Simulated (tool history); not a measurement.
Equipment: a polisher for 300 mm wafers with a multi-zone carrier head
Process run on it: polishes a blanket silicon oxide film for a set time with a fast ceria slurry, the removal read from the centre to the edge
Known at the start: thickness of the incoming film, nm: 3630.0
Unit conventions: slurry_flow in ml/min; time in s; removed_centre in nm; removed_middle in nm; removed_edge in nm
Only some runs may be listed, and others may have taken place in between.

run	day	slurry_flow	centre_zone	middle_zone	edge_zone	time	removed_centre	removed_middle	removed_edge
1	0	220	1	1	1	61	767.91	750.18	793.9
2	0.262	220	0.97	1	1	61	732.57	752.56	770.44
3	0.471	220	0.97	1.04	1	61	746.04	777.21	791.97
4	0.579	220	1.01	1.04	1	61	776.35	768.11	767.16
5	0.733	220	1.01	1.04	1	56	689.89	714.05	721.25
6	0.967	220	1.01	1.04	0.93	56	697.51	716.33	693.52
7	1.308	215	1.01	1.02	0.92	52	662.1	651.13	643.25

What does the tool deliver on the next run?
8	1.65	210	1	1.01	0.91	49	?	?	?

{"run 8": {"removed_centre": 602.77, "removed_middle": 611.17, "removed_edge": 604.46}}

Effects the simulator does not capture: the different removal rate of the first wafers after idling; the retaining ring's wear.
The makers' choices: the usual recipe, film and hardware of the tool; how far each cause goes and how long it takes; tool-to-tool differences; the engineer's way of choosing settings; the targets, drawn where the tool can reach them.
